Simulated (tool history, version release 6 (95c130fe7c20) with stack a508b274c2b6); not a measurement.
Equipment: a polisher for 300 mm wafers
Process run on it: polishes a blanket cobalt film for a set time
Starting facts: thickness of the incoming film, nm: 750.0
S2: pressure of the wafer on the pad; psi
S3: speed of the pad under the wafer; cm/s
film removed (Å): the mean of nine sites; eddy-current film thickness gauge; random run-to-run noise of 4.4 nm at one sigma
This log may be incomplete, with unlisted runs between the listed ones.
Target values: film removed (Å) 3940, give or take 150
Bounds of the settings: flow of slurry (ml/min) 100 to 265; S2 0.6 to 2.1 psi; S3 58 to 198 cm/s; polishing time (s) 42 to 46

run 1 day=0 | flow_of_slurry_(ml/min)=170 S2=1.3 S3=128 polishing_time_(s)=46 | film_removed_(Å)=1989.4
run 2 day=0.188 | flow_of_slurry_(ml/min)=130 S2=1.3 S3=128 polishing_time_(s)=46 | film_removed_(Å)=1918.8
run 3 day=0.358 | flow_of_slurry_(ml/min)=130 S2=1.6 S3=128 polishing_time_(s)=46 | film_removed_(Å)=2423.3
run 4 day=0.642 | flow_of_slurry_(ml/min)=130 S2=1.6 S3=128 polishing_time_(s)=46 | film_removed_(Å)=2368
run 5 day=0.912 | flow_of_slurry_(ml/min)=135 S2=1.7 S3=132 polishing_time_(s)=46 | film_removed_(Å)=2532.4
run 6 day=1.233 | flow_of_slurry_(ml/min)=170 S2=1.7 S3=132 polishing_time_(s)=46 | film_removed_(Å)=2713.2
-- day=1.462 head pressure recalibrated
run 7 day=1.462 | flow_of_slurry_(ml/min)=175 S2=1.8 S3=134 polishing_time_(s)=46 | film_removed_(Å)=3193.8
run 8 day=1.571 | flow_of_slurry_(ml/min)=175 S2=1.8 S3=134 polishing_time_(s)=46 | film_removed_(Å)=3112.5
run 9 day=1.696 | flow_of_slurry_(ml/min)=185 S2=1.8 S3=134 polishing_time_(s)=46 | film_removed_(Å)=3151.8
run 10 day=1.738 | flow_of_slurry_(ml/min)=195 S2=1.8 S3=134 polishing_time_(s)=46 | film_removed_(Å)=3151.3
run 11 day=1.854 | flow_of_slurry_(ml/min)=200 S2=1.9 S3=134 polishing_time_(s)=46 | film_removed_(Å)=3394.3
run 12 day=1.979 | flow_of_slurry_(ml/min)=205 S2=1.9 S3=134 polishing_time_(s)=46 | film_removed_(Å)=3415.6
run 13 day=2.212 | flow_of_slurry_(ml/min)=210 S2=1.9 S3=134 polishing_time_(s)=46 | film_removed_(Å)=3381.6
run 14 day=2.508 | flow_of_slurry_(ml/min)=210 S2=2 S3=134 polishing_time_(s)=46 | film_removed_(Å)=3552.6

Below are 5 possible settings for the next run. Only one of them brings all results inside the allowed miss of their targets. Which is it?
run A day=2.804 | flow_of_slurry_(ml/min)=180 S2=2.1 S3=120 polishing_time_(s)=42 | film_removed_(Å)=?
run B day=2.804 | flow_of_slurry_(ml/min)=185 S2=2.1 S3=160 polishing_time_(s)=42 | film_removed_(Å)=?
run C day=2.804 | flow_of_slurry_(ml/min)=235 S2=2 S3=120 polishing_time_(s)=46 | film_removed_(Å)=?
run D day=2.804 | flow_of_slurry_(ml/min)=185 S2=2 S3=112 polishing_time_(s)=46 | film_removed_(Å)=?
run E day=2.804 | flow_of_slurry_(ml/min)=255 S2=1.8 S3=182 polishing_time_(s)=45 | film_removed_(Å)=?

move=A film_removed_(Å)=3032.5
move=B film_removed_(Å)=4024.7
move=C film_removed_(Å)=3264.4
move=D film_removed_(Å)=2971.8
move=E film_removed_(Å)=4357
A: moves away from the targets compared with the last run
B: meets every target
C: moves away from the targets compared with the last run
D: moves away from the targets compared with the last run
E: pushes the last run's worst result past its target
Correct choice: B, which meets every target
